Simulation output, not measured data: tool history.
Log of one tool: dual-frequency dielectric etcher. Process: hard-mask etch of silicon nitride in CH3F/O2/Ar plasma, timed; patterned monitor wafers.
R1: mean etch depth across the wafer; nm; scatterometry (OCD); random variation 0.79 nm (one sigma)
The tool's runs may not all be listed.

run 1 hour=0.0 | source_power_(kW)=0.360 bias_power_(kW)=0.065 etch_time_(s)=197.5 | R1=131.71
run 2 hour=7.7 | source_power_(kW)=0.420 bias_power_(kW)=0.065 etch_time_(s)=197.5 | R1=138.25
run 3 hour=13.0 | source_power_(kW)=0.470 bias_power_(kW)=0.065 etch_time_(s)=197.5 | R1=142.45
run 4 hour=15.7 | source_power_(kW)=0.500 bias_power_(kW)=0.065 etch_time_(s)=197.5 | R1=143.23
run 5 hour=22.2 | source_power_(kW)=0.500 bias_power_(kW)=0.065 etch_time_(s)=206.5 | R1=149.30
run 6 hour=29.2 | source_power_(kW)=0.490 bias_power_(kW)=0.061 etch_time_(s)=205.0 | R1=146.83
run 7 hour=37.9 | source_power_(kW)=0.470 bias_power_(kW)=0.057 etch_time_(s)=203.5 | R1=142.49
run 8 hour=46.3 | source_power_(kW)=0.450 bias_power_(kW)=0.054 etch_time_(s)=202.5 | R1=139.15
run 9 hour=52.2 | source_power_(kW)=0.380 bias_power_(kW)=0.041 etch_time_(s)=198.5 | R1=126.02
-- hour=53.4 source power generator calibrated
run 10 hour=53.4 | source_power_(kW)=0.370 bias_power_(kW)=0.041 etch_time_(s)=198.5 | R1=125.45

The next listed run, before its measurement:
run 11 hour=57.6 | source_power_(kW)=0.360 bias_power_(kW)=0.041 etch_time_(s)=198.5 | R1=?

{"run 11": {"R1": 123.13}}
